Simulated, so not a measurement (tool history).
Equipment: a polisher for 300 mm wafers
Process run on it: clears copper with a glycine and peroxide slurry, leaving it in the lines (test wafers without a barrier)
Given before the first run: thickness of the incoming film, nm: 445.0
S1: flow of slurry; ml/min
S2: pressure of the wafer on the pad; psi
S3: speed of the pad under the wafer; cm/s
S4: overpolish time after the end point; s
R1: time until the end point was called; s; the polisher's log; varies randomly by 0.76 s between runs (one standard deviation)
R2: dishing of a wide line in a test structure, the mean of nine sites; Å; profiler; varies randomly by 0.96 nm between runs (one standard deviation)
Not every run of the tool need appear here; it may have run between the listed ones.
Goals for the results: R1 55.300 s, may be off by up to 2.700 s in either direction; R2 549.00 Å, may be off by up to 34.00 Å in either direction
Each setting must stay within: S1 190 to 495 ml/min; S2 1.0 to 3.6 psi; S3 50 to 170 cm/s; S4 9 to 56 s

| run | hour | S1 | S2 | S3 | S4 | R1 | R2 |
|---|---|---|---|---|---|---|---|
| 1 | 0.0 | 320 | 2.3 | 110 | 29 | 73.385 | 766.44 |
| 2 | 1.5 | 400 | 2.3 | 110 | 29 | 73.613 | 811.44 |
| 3 | 5.7 | 400 | 2.3 | 110 | 22 | 71.127 | 680.30 |
| 4 | 8.6 | 385 | 2.4 | 112 | 18 | 68.616 | 597.12 |
| 5 | 10.8 | 385 | 2.6 | 114 | 16 | 63.099 | 575.58 |
| 6 | 17.0 | 385 | 2.6 | 114 | 24 | 63.095 | 756.41 |
| 7 | 20.6 | 380 | 2.7 | 116 | 21 | 60.160 | 722.92 |
| 8 | 29.1 | 375 | 2.7 | 118 | 18 | 59.940 | 675.98 |
| 9 | 30.9 | 370 | 2.8 | 118 | 16 | 56.638 | 625.71 |
| 10 | 39.7 | 365 | 2.8 | 118 | 15 | 58.791 | 592.87 |
| 11 | 45.1 | 365 | 2.8 | 118 | 14 | 56.691 | 568.66 |
| 12 | 49.1 | 360 | 2.8 | 118 | 13 | 57.754 | 543.84 |

Which one of the following 4 next-run settings gets every result inside its allowed miss? There is exactly one.
| A | 53.1 | 200 | 2.4 | 140 | 14 | ? | ? |
| B | 53.1 | 445 | 3.1 | 98 | 13 | ? | ? |
| C | 53.1 | 325 | 3.3 | 104 | 13 | ? | ? |
| D | 53.1 | 380 | 2.7 | 112 | 13 | ? | ? |

| move | R1 | R2 |
|---|---|---|
| A | 62.204 | 542.87 |
| B | 61.220 | 529.09 |
| C | 56.716 | 559.46 |
| D | 63.400 | 512.07 |
A: moves away from the targets compared with the last run
B: moves away from the targets compared with the last run
C: all results land within tolerance of their targets
D: moves away from the targets compared with the last run
So the answer is move C, the one that meets all the targets.

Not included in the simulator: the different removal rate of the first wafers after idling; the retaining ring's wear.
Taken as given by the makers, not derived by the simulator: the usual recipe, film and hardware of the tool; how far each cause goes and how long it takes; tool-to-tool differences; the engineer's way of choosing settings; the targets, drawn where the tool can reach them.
